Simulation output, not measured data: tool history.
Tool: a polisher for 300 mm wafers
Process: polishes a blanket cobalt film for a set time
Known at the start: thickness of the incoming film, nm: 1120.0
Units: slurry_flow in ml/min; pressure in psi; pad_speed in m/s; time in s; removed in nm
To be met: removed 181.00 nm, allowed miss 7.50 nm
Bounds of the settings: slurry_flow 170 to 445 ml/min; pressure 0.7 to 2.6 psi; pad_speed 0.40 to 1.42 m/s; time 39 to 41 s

run 1 day=0.000 | slurry_flow=285 pressure=1.6 pad_speed=0.90 time=39 | removed=130.38
run 2 day=0.171 | slurry_flow=285 pressure=1.7 pad_speed=0.90 time=39 | removed=139.91
run 3 day=0.292 | slurry_flow=285 pressure=1.7 pad_speed=0.78 time=39 | removed=121.39
run 4 day=0.321 | slurry_flow=335 pressure=1.7 pad_speed=0.78 time=39 | removed=124.90
run 5 day=0.396 | slurry_flow=275 pressure=1.7 pad_speed=0.78 time=39 | removed=121.50
run 6 day=0.446 | slurry_flow=275 pressure=1.8 pad_speed=0.78 time=39 | removed=129.68
run 7 day=0.629 | slurry_flow=275 pressure=1.9 pad_speed=0.78 time=39 | removed=135.66
run 8 day=0.671 | slurry_flow=275 pressure=2.0 pad_speed=0.78 time=39 | removed=142.77
run 9 day=0.888 | slurry_flow=275 pressure=2.1 pad_speed=0.78 time=39 | removed=151.84
run 10 day=1.021 | slurry_flow=275 pressure=2.2 pad_speed=0.78 time=39 | removed=158.11
run 11 day=1.158 | slurry_flow=275 pressure=2.3 pad_speed=0.78 time=39 | removed=165.41

Which of these 4 next moves meets every target?
run A day=1.296 | slurry_flow=190 pressure=2.6 pad_speed=0.66 time=41 | removed=?
run B day=1.296 | slurry_flow=195 pressure=2.1 pad_speed=0.82 time=39 | removed=?
run C day=1.296 | slurry_flow=330 pressure=2.3 pad_speed=0.80 time=41 | removed=?
run D day=1.296 | slurry_flow=170 pressure=2.5 pad_speed=0.94 time=39 | removed=?

move=A removed=153.81
move=B removed=147.79
move=C removed=176.22
move=D removed=194.36
A: further off than the last run
B: further off than the last run
C: meets every target
D: takes the result that was furthest off past its target
Answer: C
